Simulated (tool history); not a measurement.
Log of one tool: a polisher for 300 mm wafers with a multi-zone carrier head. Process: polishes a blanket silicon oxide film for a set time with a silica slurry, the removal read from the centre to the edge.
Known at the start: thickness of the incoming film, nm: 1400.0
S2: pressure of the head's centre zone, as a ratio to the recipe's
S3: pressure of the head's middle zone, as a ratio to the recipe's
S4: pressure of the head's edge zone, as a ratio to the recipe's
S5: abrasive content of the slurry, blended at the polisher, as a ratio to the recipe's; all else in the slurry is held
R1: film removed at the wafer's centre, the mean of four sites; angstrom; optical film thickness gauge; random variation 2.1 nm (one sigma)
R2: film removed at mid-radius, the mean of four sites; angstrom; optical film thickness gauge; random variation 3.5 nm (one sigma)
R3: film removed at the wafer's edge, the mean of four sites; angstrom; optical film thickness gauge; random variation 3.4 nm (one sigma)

{"run": 1, "hour": 0.0, "flow of slurry (ml/min)": 305, "S2": 1, "S3": 1, "S4": 1, "S5": 1, "polishing time (s)": 81, "R1": 2868.3, "R2": 3009.5, "R3": 2976.1}
{"run": 2, "hour": 3.7, "flow of slurry (ml/min)": 305, "S2": 1, "S3": 1, "S4": 1, "S5": 1, "polishing time (s)": 99, "R1": 3529, "R2": 3624.8, "R3": 3635.7}
{"run": 3, "hour": 7.7, "flow of slurry (ml/min)": 305, "S2": 1, "S3": 1, "S4": 1, "S5": 1.15, "polishing time (s)": 99, "R1": 3785.2, "R2": 3785.7, "R3": 3993.9}
{"run": 4, "hour": 14.2, "flow of slurry (ml/min)": 305, "S2": 1, "S3": 1, "S4": 1, "S5": 1, "polishing time (s)": 99, "R1": 3539.6, "R2": 3617.6, "R3": 3655}
{"run": 5, "hour": 22.6, "flow of slurry (ml/min)": 305, "S2": 1, "S3": 1.04, "S4": 1, "S5": 1, "polishing time (s)": 99, "R1": 3601.3, "R2": 3740.7, "R3": 3651.7}
{"run": 6, "hour": 28.4, "flow of slurry (ml/min)": 305, "S2": 0.98, "S3": 1.03, "S4": 0.99, "S5": 0.95, "polishing time (s)": 97, "R1": 3358.4, "R2": 3521.8, "R3": 3469.7}
{"run": 7, "hour": 30.4, "flow of slurry (ml/min)": 305, "S2": 0.96, "S3": 1.04, "S4": 0.98, "S5": 0.9, "polishing time (s)": 95, "R1": 3098.9, "R2": 3372.9, "R3": 3340.9}
{"run": 8, "hour": 31.4, "flow of slurry (ml/min)": 320, "S2": 0.98, "S3": 1.14, "S4": 0.88, "S5": 0.65, "polishing time (s)": 78, "R1": 2170.4, "R2": 2513.2, "R3": 2108.5}
{"run": 9, "hour": 39.4, "flow of slurry (ml/min)": 320, "S2": 0.97, "S3": 1.14, "S4": 0.89, "S5": 0.65, "polishing time (s)": 78, "R1": 2107.7, "R2": 2472.2, "R3": 2132.5}
{"run": 10, "hour": 41.5, "flow of slurry (ml/min)": 320, "S2": 0.97, "S3": 1.15, "S4": 0.9, "S5": 0.65, "polishing time (s)": 78, "R1": 2111, "R2": 2544.7, "R3": 2128.9}
{"run": 11, "hour": 42.3, "flow of slurry (ml/min)": 320, "S2": 0.97, "S3": 1.15, "S4": 0.9, "S5": 0.65, "polishing time (s)": 78, "R1": 2113.5, "R2": 2552.4, "R3": 2096.8}
{"run": 12, "hour": 43.1, "flow of slurry (ml/min)": 320, "S2": 0.97, "S3": 1.15, "S4": 0.9, "S5": 0.65, "polishing time (s)": 78, "R1": 2129, "R2": 2482.7, "R3": 2113}

Forecast run 13:
{"run": 13, "hour": 46.0, "flow of slurry (ml/min)": 320, "S2": 0.96, "S3": 1.15, "S4": 0.9, "S5": 0.65, "polishing time (s)": 78, "R1": "?", "R2": "?", "R3": "?"}

{"run 13": {"R1": 2131.6, "R2": 2544.9, "R3": 2101.1}}

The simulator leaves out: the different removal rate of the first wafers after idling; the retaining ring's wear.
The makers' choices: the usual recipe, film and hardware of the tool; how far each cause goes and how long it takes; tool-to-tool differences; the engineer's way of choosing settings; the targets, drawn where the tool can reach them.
